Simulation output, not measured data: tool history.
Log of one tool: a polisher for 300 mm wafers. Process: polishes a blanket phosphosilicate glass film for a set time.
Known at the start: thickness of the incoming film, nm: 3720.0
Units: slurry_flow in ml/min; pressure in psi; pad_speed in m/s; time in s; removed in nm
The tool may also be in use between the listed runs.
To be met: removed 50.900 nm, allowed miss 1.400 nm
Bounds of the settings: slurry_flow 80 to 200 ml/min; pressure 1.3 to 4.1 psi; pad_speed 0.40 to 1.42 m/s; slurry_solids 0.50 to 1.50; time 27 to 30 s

| run | hour | slurry_flow | pressure | pad_speed | slurry_solids | time | removed |
|---|---|---|---|---|---|---|---|
| 1 | 0.0 | 130 | 2.7 | 0.90 | 1.00 | 30 | 208.130 |
| 2 | 7.7 | 115 | 2.3 | 0.76 | 0.85 | 29 | 134.420 |
| 3 | 11.2 | 110 | 2.0 | 0.66 | 0.80 | 29 | 98.779 |
| 4 | 13.6 | 110 | 2.0 | 0.66 | 0.80 | 27 | 92.904 |
| 5 | 14.5 | 110 | 1.5 | 0.66 | 0.80 | 27 | 72.031 |
| 6 | 23.3 | 105 | 1.4 | 0.60 | 0.80 | 27 | 62.053 |
| 7 | 29.2 | 100 | 1.4 | 0.58 | 0.80 | 27 | 59.689 |
| 8 | 31.0 | 95 | 1.4 | 0.56 | 0.80 | 27 | 57.165 |
| 9 | 32.5 | 90 | 1.4 | 0.56 | 0.80 | 27 | 57.725 |
| 10 | 37.3 | 90 | 1.4 | 0.54 | 0.80 | 27 | 55.577 |

4 next moves are on the table. One of them brings every result within its allowed miss. Which?
| A | 42.1 | 115 | 1.6 | 0.44 | 0.65 | 28 | ? |
| B | 42.1 | 80 | 1.3 | 0.50 | 0.80 | 27 | ? |
| C | 42.1 | 80 | 1.5 | 0.44 | 0.70 | 30 | ? |
| D | 42.1 | 105 | 1.3 | 0.58 | 0.70 | 28 | ? |

| move | removed |
|---|---|
| A | 47.695 |
| B | 48.059 |
| C | 48.673 |
| D | 51.110 |
A: takes the result that was furthest off past its target
B: takes the result that was furthest off past its target
C: takes the result that was furthest off past its target
D: meets every target
Move D is the one to make.
